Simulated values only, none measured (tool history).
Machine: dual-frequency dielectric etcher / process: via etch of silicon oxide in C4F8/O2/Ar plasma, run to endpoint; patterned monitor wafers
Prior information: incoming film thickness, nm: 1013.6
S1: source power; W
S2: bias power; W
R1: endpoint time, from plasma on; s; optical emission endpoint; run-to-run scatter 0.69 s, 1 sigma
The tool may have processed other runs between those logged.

| run | day | S1 | S2 | R1 |
|---|---|---|---|---|
| 1 | 0.000 | 1740 | 2052 | 203.96 |
| 2 | 0.025 | 1680 | 2032 | 205.51 |
| 3 | 0.071 | 1680 | 1823 | 209.47 |
| 4 | 0.346 | 1850 | 1823 | 204.13 |
| 5 | 0.475 | 1780 | 1788 | 206.73 |
| 6 | 0.692 | 1780 | 1942 | 204.52 |

What does the tool deliver on the next run?
| 7 | 0.908 | 1710 | 1903 | ? |

Run 7 came out at R1 208.90 s.
